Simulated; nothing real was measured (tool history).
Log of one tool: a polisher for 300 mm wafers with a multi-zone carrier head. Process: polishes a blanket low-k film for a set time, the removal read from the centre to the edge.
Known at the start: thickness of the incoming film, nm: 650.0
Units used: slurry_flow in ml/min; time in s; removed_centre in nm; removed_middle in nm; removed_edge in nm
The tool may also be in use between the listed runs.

run,hour,slurry_flow,centre_zone,middle_zone,edge_zone,slurry_solids,time,removed_centre,removed_middle,removed_edge
1,0.0,320,1.00,1.00,1.00,1.00,52,12.706,12.752,12.672
2,2.5,320,1.00,1.00,0.92,1.00,52,12.640,12.747,12.216
3,9.3,320,1.00,1.00,0.92,0.85,52,11.792,11.739,11.344
4,11.5,370,1.00,1.00,0.92,0.85,52,11.857,12.193,11.614
5,15.3,400,1.02,1.03,0.97,0.90,52,12.278,12.218,12.282
6,21.4,395,1.02,1.06,0.96,1.00,52,12.920,13.041,12.496
7,29.3,400,1.01,1.08,0.97,1.05,52,13.127,13.937,12.994
8,37.4,405,1.01,1.10,0.99,1.05,52,13.097,13.962,12.787
9,45.3,415,1.01,1.11,1.01,1.10,52,13.571,14.247,13.646
10,49.7,415,1.01,1.12,1.01,1.10,52,13.429,14.315,13.587
11,54.3,415,1.01,1.13,1.01,1.10,52,13.316,14.285,13.312
12,60.9,420,1.01,1.14,1.01,1.10,52,13.446,14.339,13.476
13,67.1,425,1.01,1.15,1.01,1.10,52,13.442,14.891,13.527

Run 14 comes next. What will it give?
14,69.3,430,1.01,1.15,1.02,1.10,52,?,?,?

Logged for run 14: removed_centre 13.394 nm, removed_middle 14.768 nm, removed_edge 13.582 nm.
